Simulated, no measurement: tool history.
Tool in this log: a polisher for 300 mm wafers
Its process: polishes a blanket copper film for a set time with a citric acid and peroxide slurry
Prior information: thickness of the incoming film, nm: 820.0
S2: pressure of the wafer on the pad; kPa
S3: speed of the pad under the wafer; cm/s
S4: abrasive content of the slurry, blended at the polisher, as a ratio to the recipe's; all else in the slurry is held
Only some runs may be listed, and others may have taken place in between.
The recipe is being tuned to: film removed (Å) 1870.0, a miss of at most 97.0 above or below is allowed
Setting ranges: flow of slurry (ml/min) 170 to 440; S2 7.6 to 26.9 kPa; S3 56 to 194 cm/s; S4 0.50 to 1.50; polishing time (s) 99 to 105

{"run": 1, "hour": 0.0, "flow of slurry (ml/min)": 280, "S2": 17.2, "S3": 124, "S4": 1.0, "polishing time (s)": 99, "film removed (Å)": 2207.2}
{"run": 2, "hour": 6.3, "flow of slurry (ml/min)": 280, "S2": 16.5, "S3": 124, "S4": 1.0, "polishing time (s)": 99, "film removed (Å)": 2144.7}
{"run": 3, "hour": 7.1, "flow of slurry (ml/min)": 280, "S2": 16.5, "S3": 124, "S4": 1.1, "polishing time (s)": 99, "film removed (Å)": 2222.2}
{"run": 4, "hour": 13.3, "flow of slurry (ml/min)": 280, "S2": 15.9, "S3": 124, "S4": 1.1, "polishing time (s)": 99, "film removed (Å)": 2194.2}
{"run": 5, "hour": 18.1, "flow of slurry (ml/min)": 280, "S2": 15.9, "S3": 124, "S4": 1.1, "polishing time (s)": 105, "film removed (Å)": 2330.3}
{"run": 6, "hour": 22.1, "flow of slurry (ml/min)": 220, "S2": 15.9, "S3": 124, "S4": 1.1, "polishing time (s)": 105, "film removed (Å)": 2252.3}
{"run": 7, "hour": 23.5, "flow of slurry (ml/min)": 220, "S2": 15.2, "S3": 124, "S4": 1.1, "polishing time (s)": 105, "film removed (Å)": 2215.2}
{"run": 8, "hour": 26.8, "flow of slurry (ml/min)": 220, "S2": 14.5, "S3": 124, "S4": 1.1, "polishing time (s)": 105, "film removed (Å)": 2054.7}
{"run": 9, "hour": 33.5, "flow of slurry (ml/min)": 220, "S2": 13.8, "S3": 124, "S4": 1.1, "polishing time (s)": 105, "film removed (Å)": 2062.6}
{"run": 10, "hour": 36.7, "flow of slurry (ml/min)": 220, "S2": 13.8, "S3": 124, "S4": 1.1, "polishing time (s)": 105, "film removed (Å)": 2056.0}
{"run": 11, "hour": 44.8, "flow of slurry (ml/min)": 220, "S2": 13.1, "S3": 124, "S4": 1.1, "polishing time (s)": 105, "film removed (Å)": 2008.2}

Which of these 5 next moves meets every target?
{"run": "A", "hour": 52.9, "flow of slurry (ml/min)": 195, "S2": 14.5, "S3": 126, "S4": 1.0, "polishing time (s)": 105, "film removed (Å)": "?"}
{"run": "B", "hour": 52.9, "flow of slurry (ml/min)": 240, "S2": 15.2, "S3": 120, "S4": 1.35, "polishing time (s)": 99, "film removed (Å)": "?"}
{"run": "C", "hour": 52.9, "flow of slurry (ml/min)": 195, "S2": 14.5, "S3": 118, "S4": 1.1, "polishing time (s)": 100, "film removed (Å)": "?"}
{"run": "D", "hour": 52.9, "flow of slurry (ml/min)": 210, "S2": 16.5, "S3": 116, "S4": 0.95, "polishing time (s)": 105, "film removed (Å)": "?"}
{"run": "E", "hour": 52.9, "flow of slurry (ml/min)": 215, "S2": 13.8, "S3": 122, "S4": 1.15, "polishing time (s)": 105, "film removed (Å)": "?"}

move=A film_removed_(Å)=2034.8
move=B film_removed_(Å)=2102.1
move=C film_removed_(Å)=1863.5
move=D film_removed_(Å)=2060.8
move=E film_removed_(Å)=2006.1
A: moves away from the targets compared with the last run
B: moves away from the targets compared with the last run
C: hits every target within its allowed miss
D: moves away from the targets compared with the last run
E: as far off as the last run
Correct choice: C, which meets every target

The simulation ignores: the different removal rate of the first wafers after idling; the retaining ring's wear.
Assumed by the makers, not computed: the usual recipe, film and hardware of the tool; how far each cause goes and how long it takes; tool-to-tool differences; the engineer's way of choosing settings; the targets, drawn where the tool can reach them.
